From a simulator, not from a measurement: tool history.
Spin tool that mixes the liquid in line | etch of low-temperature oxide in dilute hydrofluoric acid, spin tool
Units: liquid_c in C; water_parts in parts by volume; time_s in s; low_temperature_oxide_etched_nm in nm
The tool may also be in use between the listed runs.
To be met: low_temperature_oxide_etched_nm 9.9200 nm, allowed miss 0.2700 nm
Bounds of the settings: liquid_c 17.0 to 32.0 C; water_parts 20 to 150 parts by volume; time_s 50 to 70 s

run    day  liquid_c  water_parts  time_s  low_temperature_oxide_etched_nm
  1  0.000      24.0           85      70                          17.1080
  2  0.292      24.0           85      50                          12.4020
  3  0.483      23.0           85      50                          12.0030
  4  0.842      23.0           85      70                          16.6680
  5  0.912      22.5           90      70                          15.4210
  6  1.267      22.0           95      70                          14.1390
  7  1.542      21.5          100      70                          13.2100
  8  1.575      21.0          105      70                          12.2310
  9  1.942      20.5          105      70                          12.0120
 10  2.117      20.0          105      70                          11.8020

4 next moves are on the table. One of them brings every result within its allowed miss. Which?
  A  2.292      20.5          115      60                                ?
  B  2.292      21.5           95      50                                ?
  C  2.292      19.0           95      60                                ?
  D  2.292      20.5          130      70                                ?

move  low_temperature_oxide_etched_nm
   A                           9.2484
   B                           9.9410
   C                          10.7750
   D                           9.3853
A: takes the result that was furthest off past its target
B: meets every target
C: nearer than the last run, and not there yet
D: takes the result that was furthest off past its target
Answer: B

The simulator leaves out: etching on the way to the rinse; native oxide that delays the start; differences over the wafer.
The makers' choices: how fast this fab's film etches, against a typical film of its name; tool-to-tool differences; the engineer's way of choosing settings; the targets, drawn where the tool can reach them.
